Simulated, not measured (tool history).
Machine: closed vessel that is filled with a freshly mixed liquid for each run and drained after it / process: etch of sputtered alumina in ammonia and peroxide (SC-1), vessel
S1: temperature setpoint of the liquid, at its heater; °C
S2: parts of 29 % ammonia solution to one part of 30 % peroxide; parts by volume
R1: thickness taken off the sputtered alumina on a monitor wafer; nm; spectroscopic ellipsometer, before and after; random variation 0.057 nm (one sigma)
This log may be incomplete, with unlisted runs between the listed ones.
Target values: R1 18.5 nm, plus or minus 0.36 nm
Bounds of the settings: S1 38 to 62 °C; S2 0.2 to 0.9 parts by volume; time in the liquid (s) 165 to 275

{"run": 1, "day": 0.0, "S1": 46, "S2": 0.5, "time in the liquid (s)": 275, "R1": 16.671}
{"run": 2, "day": 0.238, "S1": 47, "S2": 0.5, "time in the liquid (s)": 275, "R1": 17.57}
{"run": 3, "day": 0.633, "S1": 47.5, "S2": 0.5, "time in the liquid (s)": 275, "R1": 18.081}
{"run": 4, "day": 0.9, "S1": 53, "S2": 0.5, "time in the liquid (s)": 275, "R1": 24.392}
{"run": 5, "day": 1.146, "S1": 52.5, "S2": 0.5, "time in the liquid (s)": 275, "R1": 23.863}
{"run": 6, "day": 1.508, "S1": 52.5, "S2": 0.5, "time in the liquid (s)": 165, "R1": 14.252}
{"run": 7, "day": 1.779, "S1": 52.5, "S2": 0.5, "time in the liquid (s)": 165, "R1": 14.234}
{"run": 8, "day": 2.092, "S1": 53.5, "S2": 0.5, "time in the liquid (s)": 165, "R1": 15.095}
{"run": 9, "day": 2.2, "S1": 54.5, "S2": 0.5, "time in the liquid (s)": 165, "R1": 15.848}
{"run": 10, "day": 2.35, "S1": 55, "S2": 0.5, "time in the liquid (s)": 165, "R1": 16.38}
{"run": 11, "day": 2.612, "S1": 55.5, "S2": 0.5, "time in the liquid (s)": 165, "R1": 16.718}
{"run": 12, "day": 2.825, "S1": 56, "S2": 0.5, "time in the liquid (s)": 165, "R1": 17.23}

5 next moves are on the table. One of them brings every result within its allowed miss. Which?
{"run": "A", "day": 3.038, "S1": 55, "S2": 0.55, "time in the liquid (s)": 165, "R1": "?"}
{"run": "B", "day": 3.038, "S1": 52.5, "S2": 0.75, "time in the liquid (s)": 215, "R1": "?"}
{"run": "C", "day": 3.038, "S1": 51, "S2": 0.3, "time in the liquid (s)": 245, "R1": "?"}
{"run": "D", "day": 3.038, "S1": 51.5, "S2": 0.5, "time in the liquid (s)": 240, "R1": "?"}
{"run": "E", "day": 3.038, "S1": 50, "S2": 0.7, "time in the liquid (s)": 250, "R1": "?"}

move=A R1=16.447
move=B R1=19.304
move=C R1=18.582
move=D R1=19.638
move=E R1=19.458
A: lands further from the targets than the last run did
B: pushes the last run's worst result past its target
C: in spec on every target
D: pushes the last run's worst result past its target
E: pushes the last run's worst result past its target
Go with C: it meets all targets.
